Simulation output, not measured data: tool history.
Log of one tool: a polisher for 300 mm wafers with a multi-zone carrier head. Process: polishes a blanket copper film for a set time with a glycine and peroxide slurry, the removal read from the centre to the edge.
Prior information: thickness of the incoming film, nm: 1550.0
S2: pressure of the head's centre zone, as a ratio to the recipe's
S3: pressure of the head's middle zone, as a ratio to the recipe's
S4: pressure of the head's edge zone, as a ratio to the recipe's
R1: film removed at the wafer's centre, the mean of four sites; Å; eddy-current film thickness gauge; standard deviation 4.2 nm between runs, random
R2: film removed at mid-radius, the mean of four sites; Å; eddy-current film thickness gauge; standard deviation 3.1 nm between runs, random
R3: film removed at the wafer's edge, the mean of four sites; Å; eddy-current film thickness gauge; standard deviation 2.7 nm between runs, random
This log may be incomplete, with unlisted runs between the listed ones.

{"run": 1, "day": 0.0, "flow of slurry (ml/min)": 200, "S2": 1, "S3": 1, "S4": 1, "polishing time (s)": 54, "R1": 4691.4, "R2": 4642.2, "R3": 4590.2}
{"run": 2, "day": 0.225, "flow of slurry (ml/min)": 180, "S2": 1, "S3": 1, "S4": 1, "polishing time (s)": 54, "R1": 4583.8, "R2": 4536.6, "R3": 4548.4}
{"run": 3, "day": 0.4, "flow of slurry (ml/min)": 180, "S2": 0.98, "S3": 0.99, "S4": 0.98, "polishing time (s)": 49, "R1": 4044.5, "R2": 4092, "R3": 4081.1}
{"run": 4, "day": 0.758, "flow of slurry (ml/min)": 180, "S2": 1.06, "S3": 0.99, "S4": 0.98, "polishing time (s)": 49, "R1": 4360.9, "R2": 4074.6, "R3": 4072.7}
{"run": 5, "day": 1.075, "flow of slurry (ml/min)": 180, "S2": 1.06, "S3": 0.93, "S4": 0.98, "polishing time (s)": 49, "R1": 4303.7, "R2": 3915.6, "R3": 4057.7}
{"run": 6, "day": 1.412, "flow of slurry (ml/min)": 180, "S2": 1.06, "S3": 0.85, "S4": 0.98, "polishing time (s)": 49, "R1": 4283.3, "R2": 3607, "R3": 4124.2}
{"run": 7, "day": 1.679, "flow of slurry (ml/min)": 165, "S2": 0.96, "S3": 0.95, "S4": 0.88, "polishing time (s)": 34, "R1": 2665.9, "R2": 2684.4, "R3": 2699.7}

Forecast run 8:
{"run": 8, "day": 1.833, "flow of slurry (ml/min)": 175, "S2": 0.96, "S3": 0.96, "S4": 0.89, "polishing time (s)": 34, "R1": "?", "R2": "?", "R3": "?"}

R1: 2777.3 Å
R2: 2730.2 Å
R3: 2680.1 Å

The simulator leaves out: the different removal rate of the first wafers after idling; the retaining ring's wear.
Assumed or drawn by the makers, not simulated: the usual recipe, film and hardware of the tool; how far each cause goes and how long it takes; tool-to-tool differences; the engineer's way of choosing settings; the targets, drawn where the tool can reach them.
